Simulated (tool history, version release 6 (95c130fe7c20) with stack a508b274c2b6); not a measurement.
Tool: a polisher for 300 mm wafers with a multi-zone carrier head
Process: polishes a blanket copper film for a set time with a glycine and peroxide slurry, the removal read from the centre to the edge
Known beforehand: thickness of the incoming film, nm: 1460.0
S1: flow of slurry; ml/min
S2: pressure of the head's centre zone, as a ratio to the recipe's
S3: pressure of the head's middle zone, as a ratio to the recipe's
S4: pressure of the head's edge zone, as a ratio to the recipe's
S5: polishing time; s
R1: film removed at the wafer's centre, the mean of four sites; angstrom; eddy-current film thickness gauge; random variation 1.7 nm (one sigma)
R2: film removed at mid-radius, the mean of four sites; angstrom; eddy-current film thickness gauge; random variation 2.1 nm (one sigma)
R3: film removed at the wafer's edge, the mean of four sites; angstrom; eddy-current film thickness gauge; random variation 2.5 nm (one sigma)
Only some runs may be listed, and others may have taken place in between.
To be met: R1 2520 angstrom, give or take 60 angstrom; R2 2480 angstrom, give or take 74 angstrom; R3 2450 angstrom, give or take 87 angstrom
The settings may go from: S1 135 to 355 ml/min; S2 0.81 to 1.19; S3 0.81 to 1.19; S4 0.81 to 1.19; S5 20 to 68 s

| run | hour | S1 | S2 | S3 | S4 | S5 | R1 | R2 | R3 |
|---|---|---|---|---|---|---|---|---|---|
| 1 | 0 | 225 | 1 | 1 | 1 | 44 | 1669.5 | 1659.2 | 1605.9 |
| 2 | 0.8 | 225 | 1 | 1 | 1.07 | 44 | 1687 | 1645.2 | 1719.3 |
| 3 | 8.7 | 225 | 1 | 1 | 1.02 | 44 | 1681.2 | 1638.3 | 1649.4 |
| 4 | 12.1 | 240 | 1.03 | 1.04 | 1.06 | 47 | 1854.1 | 1833.4 | 1805.4 |
| 5 | 18.1 | 250 | 1.05 | 1.06 | 1.09 | 50 | 2011.8 | 1985 | 1978.6 |
| 6 | 21.2 | 295 | 1.05 | 1.06 | 1.09 | 50 | 2058.2 | 2038.2 | 2012.5 |
| 7 | 22.9 | 300 | 1.07 | 1.08 | 1.11 | 52 | 2192.3 | 2155.7 | 2098.7 |
| 8 | 30.7 | 300 | 1.08 | 1.09 | 1.13 | 54 | 2298.2 | 2222.1 | 2182 |

Consider the 5 candidate settings below. Which is the only one whose results all fall within their allowed miss of target?
| A | 38.5 | 315 | 1.01 | 1.12 | 1.01 | 52 | ? | ? | ? |
| B | 38.5 | 235 | 1.03 | 1.06 | 1.06 | 64 | ? | ? | ? |
| C | 38.5 | 225 | 1.19 | 0.86 | 1.19 | 60 | ? | ? | ? |
| D | 38.5 | 290 | 0.85 | 0.98 | 1.19 | 63 | ? | ? | ? |
| E | 38.5 | 250 | 0.83 | 0.95 | 1.18 | 63 | ? | ? | ? |

| move | R1 | R2 | R3 |
|---|---|---|---|
| A | 2090.4 | 2224 | 2021 |
| B | 2523.8 | 2543.4 | 2483 |
| C | 2686.5 | 2048.1 | 2460 |
| D | 2138.6 | 2430.5 | 2641.1 |
| E | 2052.9 | 2338.3 | 2596.6 |
A: moves away from the targets compared with the last run
B: meets every target
C: pushes the last run's worst result past its target
D: moves away from the targets compared with the last run
E: moves away from the targets compared with the last run
Correct choice: B, which meets every target
